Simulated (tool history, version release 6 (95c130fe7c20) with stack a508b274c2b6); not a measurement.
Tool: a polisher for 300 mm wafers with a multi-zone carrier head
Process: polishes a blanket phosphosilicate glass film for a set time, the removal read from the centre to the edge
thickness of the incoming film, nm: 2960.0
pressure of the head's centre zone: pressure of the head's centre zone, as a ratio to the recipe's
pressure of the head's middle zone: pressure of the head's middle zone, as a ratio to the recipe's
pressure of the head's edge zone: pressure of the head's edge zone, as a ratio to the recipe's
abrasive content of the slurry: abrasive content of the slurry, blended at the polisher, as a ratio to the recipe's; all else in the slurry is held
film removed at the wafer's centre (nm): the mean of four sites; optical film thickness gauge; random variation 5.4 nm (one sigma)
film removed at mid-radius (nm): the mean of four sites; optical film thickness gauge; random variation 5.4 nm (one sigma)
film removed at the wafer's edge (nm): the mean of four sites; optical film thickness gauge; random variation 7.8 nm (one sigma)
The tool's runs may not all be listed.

| run | hour | flow of slurry (ml/min) | pressure of the head's centre zone | pressure of the head's middle zone | pressure of the head's edge zone | abrasive content of the slurry | polishing time (s) | film removed at the wafer's centre (nm) | film removed at mid-radius (nm) | film removed at the wafer's edge (nm) |
|---|---|---|---|---|---|---|---|---|---|---|
| 1 | 0 | 295 | 1 | 1 | 1 | 1 | 79 | 466.2 | 465.01 | 455.11 |
| 2 | 4.9 | 295 | 1.02 | 0.97 | 1.05 | 1.15 | 79 | 500.28 | 471.58 | 488.61 |
| 3 | 7.8 | 295 | 1.03 | 0.95 | 1.08 | 1.25 | 81 | 530.49 | 490.85 | 534.82 |
| 4 | 8.5 | 300 | 1.06 | 0.94 | 1.1 | 1.3 | 81 | 564.26 | 502.39 | 551.96 |
| 5 | 12.2 | 310 | 1.07 | 0.93 | 1.12 | 1.35 | 81 | 567.51 | 508.22 | 555.11 |
| 6 | 14.8 | 280 | 1.07 | 0.93 | 1.12 | 1.35 | 81 | 570.51 | 491.72 | 550.29 |

Run 7 comes next. What will it give?
| 7 | 16.5 | 295 | 1.08 | 0.91 | 1.14 | 1.4 | 82 | ? | ? | ? |

film removed at the wafer's centre (nm): 579.97
film removed at mid-radius (nm): 499.37
film removed at the wafer's edge (nm): 577.82

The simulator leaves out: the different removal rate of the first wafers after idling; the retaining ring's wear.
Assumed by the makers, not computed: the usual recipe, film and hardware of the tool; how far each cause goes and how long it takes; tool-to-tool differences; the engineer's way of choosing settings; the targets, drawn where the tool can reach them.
